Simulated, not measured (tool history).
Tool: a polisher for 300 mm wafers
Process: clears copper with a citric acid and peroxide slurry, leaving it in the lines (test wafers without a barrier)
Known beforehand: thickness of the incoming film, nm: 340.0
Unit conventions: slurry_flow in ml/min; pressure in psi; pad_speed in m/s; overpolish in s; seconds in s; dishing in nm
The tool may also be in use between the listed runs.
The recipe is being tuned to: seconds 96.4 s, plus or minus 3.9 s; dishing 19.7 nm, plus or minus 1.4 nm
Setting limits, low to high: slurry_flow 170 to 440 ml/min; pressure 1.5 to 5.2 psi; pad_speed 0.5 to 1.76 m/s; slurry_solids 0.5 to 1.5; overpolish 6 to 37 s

| run | day | slurry_flow | pressure | pad_speed | slurry_solids | overpolish | seconds | dishing |
|---|---|---|---|---|---|---|---|---|
| 1 | 0 | 280 | 3.3 | 1.12 | 1 | 19 | 111.33 | 42.117 |
| 2 | 0.021 | 280 | 3.3 | 1.16 | 1 | 16 | 109.48 | 37.282 |
| 3 | 0.046 | 280 | 3.3 | 1.36 | 1 | 16 | 94.562 | 41.393 |
| 4 | 0.275 | 260 | 3.1 | 1.46 | 0.9 | 14 | 94.25 | 37.128 |
| 5 | 0.629 | 240 | 2.9 | 1.54 | 0.8 | 12 | 97.137 | 30.906 |
| 6 | 0.996 | 225 | 2.9 | 1.58 | 0.75 | 11 | 98.245 | 28.686 |
| 7 | 1.033 | 225 | 2.9 | 1.58 | 0.75 | 11 | 97.565 | 28.905 |
| 8 | 1.4 | 210 | 2.9 | 1.62 | 0.7 | 10 | 98.993 | 25.823 |
| 9 | 1.454 | 200 | 3 | 1.62 | 0.65 | 9 | 96.805 | 24.52 |
| 10 | 1.646 | 195 | 3.1 | 1.62 | 0.6 | 8 | 96.402 | 22.122 |

Pick the move, out of 4, that brings all results within their allowed miss; only one does.
| A | 1.838 | 170 | 3.2 | 1.66 | 0.5 | 6 | ? | ? |
| B | 1.838 | 210 | 3.3 | 1.48 | 0.5 | 10 | ? | ? |
| C | 1.838 | 210 | 2.8 | 1.76 | 0.5 | 7 | ? | ? |
| D | 1.838 | 190 | 3 | 1.64 | 0.65 | 10 | ? | ? |

| move | seconds | dishing |
|---|---|---|
| A | 95.815 | 16.914 |
| B | 99.566 | 26.245 |
| C | 98.179 | 19.059 |
| D | 97.306 | 26.731 |
A: moves the result that the last run missed by most past its target, out the other side
B: the biggest miss grows against the last run
C: hits every target within its allowed miss
D: the biggest miss grows against the last run
Go with C: it meets all targets.

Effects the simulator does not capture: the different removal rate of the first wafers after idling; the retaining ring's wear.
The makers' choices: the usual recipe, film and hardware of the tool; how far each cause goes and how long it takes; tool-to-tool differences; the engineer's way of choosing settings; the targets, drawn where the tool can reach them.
